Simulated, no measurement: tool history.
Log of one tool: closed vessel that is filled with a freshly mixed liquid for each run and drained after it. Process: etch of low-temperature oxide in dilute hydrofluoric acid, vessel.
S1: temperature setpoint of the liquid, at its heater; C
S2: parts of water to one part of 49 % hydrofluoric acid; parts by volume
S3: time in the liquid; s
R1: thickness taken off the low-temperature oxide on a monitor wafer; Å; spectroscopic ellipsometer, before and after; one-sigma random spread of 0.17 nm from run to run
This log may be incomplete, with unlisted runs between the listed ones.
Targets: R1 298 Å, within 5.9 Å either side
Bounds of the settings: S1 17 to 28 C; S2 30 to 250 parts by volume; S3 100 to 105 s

run  hour    S1   S2   S3      R1
  1     0    20  140  100  121.53
  2   7.5    20  170  100  98.558
  3  13.6  17.5  170  100  88.151
  4  21.2  17.5  135  100  115.64
  5  24.5    20  115  100  152.23
  6  27.9    20  115  105  160.41
  7  36.1    22  105  105  193.16
  8  38.3  23.5  100  105   216.4
  9  41.8  24.5   95  105  239.99
 10  47.5  25.5   95  105  249.35
 11  48.7    28   85  105  308.25

Below are 4 possible settings for the next run. Only one of them brings all results inside the allowed miss of their targets. Which is it?
  A  49.9  27.5  80  100   ?
  B  49.9    26  80  105   ?
  C  49.9    27  85  105   ?
  D  49.9  24.5  70  100   ?

move      R1
   A  313.37
   B  310.22
   C  301.64
   D  322.23
A: its largest miss is bigger than the last run's
B: its largest miss is bigger than the last run's
C: all results in spec
D: its largest miss is bigger than the last run's
The right move is C.
